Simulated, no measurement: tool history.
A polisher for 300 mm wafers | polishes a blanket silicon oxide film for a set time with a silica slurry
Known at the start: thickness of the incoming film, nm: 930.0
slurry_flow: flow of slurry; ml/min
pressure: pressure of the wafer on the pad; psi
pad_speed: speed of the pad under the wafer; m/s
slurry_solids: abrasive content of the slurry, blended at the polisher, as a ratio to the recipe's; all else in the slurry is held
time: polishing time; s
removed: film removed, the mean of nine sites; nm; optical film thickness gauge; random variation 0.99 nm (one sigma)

{"run": 1, "day": 0.0, "slurry_flow": 180, "pressure": 4.2, "pad_speed": 1.46, "slurry_solids": 1, "time": 46, "removed": 135.59}
{"run": 2, "day": 0.271, "slurry_flow": 175, "pressure": 4.1, "pad_speed": 1.46, "slurry_solids": 1, "time": 46, "removed": 134.4}
{"run": 3, "day": 0.642, "slurry_flow": 175, "pressure": 4.1, "pad_speed": 1.8, "slurry_solids": 1, "time": 46, "removed": 154.78}
{"run": 4, "day": 0.754, "slurry_flow": 205, "pressure": 4.1, "pad_speed": 1.8, "slurry_solids": 1, "time": 46, "removed": 157.4}
{"run": 5, "day": 0.858, "slurry_flow": 205, "pressure": 3.8, "pad_speed": 1.8, "slurry_solids": 1, "time": 46, "removed": 145.58}
{"run": 6, "day": 0.896, "slurry_flow": 165, "pressure": 3.8, "pad_speed": 1.8, "slurry_solids": 1, "time": 46, "removed": 142.37}

Run 7 comes next. What will it give?
{"run": 7, "day": 1.242, "slurry_flow": 165, "pressure": 3.6, "pad_speed": 1.8, "slurry_solids": 1, "time": 46, "removed": "?"}

Run 7 gave removed 134.65 nm.
